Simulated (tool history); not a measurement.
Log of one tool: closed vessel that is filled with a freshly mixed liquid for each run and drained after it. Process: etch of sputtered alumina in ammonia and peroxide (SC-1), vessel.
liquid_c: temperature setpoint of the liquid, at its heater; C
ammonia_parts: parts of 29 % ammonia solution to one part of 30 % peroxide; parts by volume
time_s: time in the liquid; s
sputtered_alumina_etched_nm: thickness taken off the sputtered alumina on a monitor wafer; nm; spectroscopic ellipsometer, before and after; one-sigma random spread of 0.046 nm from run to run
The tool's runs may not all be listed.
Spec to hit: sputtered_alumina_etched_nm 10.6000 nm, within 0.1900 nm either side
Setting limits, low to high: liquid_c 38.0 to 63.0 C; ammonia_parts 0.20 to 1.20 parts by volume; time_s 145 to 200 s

run  hour  liquid_c  ammonia_parts  time_s  sputtered_alumina_etched_nm
  1   0.0      47.0           1.00     200                       5.9196
  2   8.3      48.0           1.00     200                       6.3077
  3  12.1      49.0           1.00     200                       6.6511
  4  14.8      53.0           1.00     200                       8.2402
  5  22.5      53.0           1.20     200                       8.4008
  6  30.2      53.0           1.20     145                       6.0856
  7  38.9      54.0           1.20     145                       6.4486
     48.3  -- thermometer replaced
  8  48.3      55.0           1.15     145                       7.4834
  9  53.5      55.5           1.15     145                       7.7480
 10  62.0      62.0           1.15     145                      10.8520

Exactly one of the 4 candidate moves below puts every result within its allowed miss. Which one?
  A  70.5      62.5           0.75     145                            ?
  B  70.5      62.0           1.20     150                            ?
  C  70.5      61.0           1.00     145                            ?
  D  70.5      62.5           1.20     145                            ?

move  sputtered_alumina_etched_nm
   A                      10.7030
   B                      11.2870
   C                      10.1930
   D                      11.1900
A: hits every target within its allowed miss
B: lands further from the targets than the last run did
C: moves the result that the last run missed by most past its target, out the other side
D: lands further from the targets than the last run did
The move that meets every target is A.
